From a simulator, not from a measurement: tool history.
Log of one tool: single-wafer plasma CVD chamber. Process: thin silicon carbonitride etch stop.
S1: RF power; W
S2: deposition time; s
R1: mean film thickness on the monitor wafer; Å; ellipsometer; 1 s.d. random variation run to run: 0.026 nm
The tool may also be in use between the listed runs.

run	hour	S1	S2	R1
1	0	245	21.5	125.58
2	2.5	275	21.5	132.12
3	7.1	250	19.7	117.14
4	12.6	280	19.7	122.88
5	17.8	255	18.3	109.05
6	25.2	275	18.3	113.39

What does the tool deliver on the next run?
7	26.8	250	17.5	?

Run 7 came out at R1 103.39 Å.
